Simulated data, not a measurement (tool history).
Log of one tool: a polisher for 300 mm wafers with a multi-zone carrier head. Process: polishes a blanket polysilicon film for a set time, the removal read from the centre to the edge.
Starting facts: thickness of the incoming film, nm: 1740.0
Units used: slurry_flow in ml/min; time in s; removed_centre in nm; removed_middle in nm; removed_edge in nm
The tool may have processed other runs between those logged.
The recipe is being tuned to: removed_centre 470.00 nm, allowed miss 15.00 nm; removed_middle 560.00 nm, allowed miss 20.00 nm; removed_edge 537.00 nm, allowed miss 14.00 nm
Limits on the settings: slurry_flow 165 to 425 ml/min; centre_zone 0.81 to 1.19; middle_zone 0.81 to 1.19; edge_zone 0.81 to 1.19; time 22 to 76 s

| run | hour | slurry_flow | centre_zone | middle_zone | edge_zone | time | removed_centre | removed_middle | removed_edge |
|---|---|---|---|---|---|---|---|---|---|
| 1 | 0.0 | 275 | 1.00 | 1.00 | 1.00 | 49 | 357.83 | 386.66 | 388.36 |
| 2 | 8.2 | 280 | 1.00 | 1.03 | 1.03 | 52 | 379.84 | 429.30 | 422.30 |
| 3 | 13.1 | 290 | 1.01 | 1.05 | 1.06 | 54 | 403.86 | 446.23 | 442.25 |
| 4 | 15.2 | 290 | 1.05 | 1.05 | 1.06 | 54 | 417.74 | 455.48 | 441.11 |
| 5 | 18.5 | 290 | 1.04 | 1.07 | 1.08 | 56 | 426.69 | 467.71 | 464.68 |
| 6 | 20.2 | 290 | 1.04 | 1.07 | 1.08 | 44 | 335.27 | 376.68 | 366.61 |
| 7 | 28.0 | 295 | 1.04 | 1.09 | 1.10 | 48 | 364.06 | 423.89 | 404.14 |
| 8 | 29.2 | 300 | 1.04 | 1.10 | 1.12 | 51 | 396.00 | 445.14 | 428.76 |
| 9 | 35.7 | 300 | 1.04 | 1.10 | 1.12 | 51 | 387.48 | 448.37 | 427.83 |

Consider the 5 candidate settings below. Which is the only one whose results all fall within their allowed miss of target?
| A | 42.2 | 255 | 1.00 | 0.99 | 1.17 | 40 | ? | ? | ? |
| B | 42.2 | 300 | 1.00 | 1.11 | 1.12 | 64 | ? | ? | ? |
| C | 42.2 | 355 | 1.15 | 1.19 | 0.96 | 60 | ? | ? | ? |
| D | 42.2 | 250 | 1.07 | 1.18 | 1.15 | 36 | ? | ? | ? |
| E | 42.2 | 165 | 0.99 | 1.11 | 1.13 | 40 | ? | ? | ? |

| move | removed_centre | removed_middle | removed_edge |
|---|---|---|---|
| A | 293.90 | 309.95 | 339.28 |
| B | 480.20 | 556.68 | 537.31 |
| C | 528.10 | 562.67 | 472.14 |
| D | 282.91 | 323.19 | 301.31 |
| E | 269.72 | 319.00 | 316.22 |
A: further off than the last run
B: meets every target
C: gains on the last run, yet a result remains outside its allowed miss
D: further off than the last run
E: further off than the last run
Move B is the one to make.
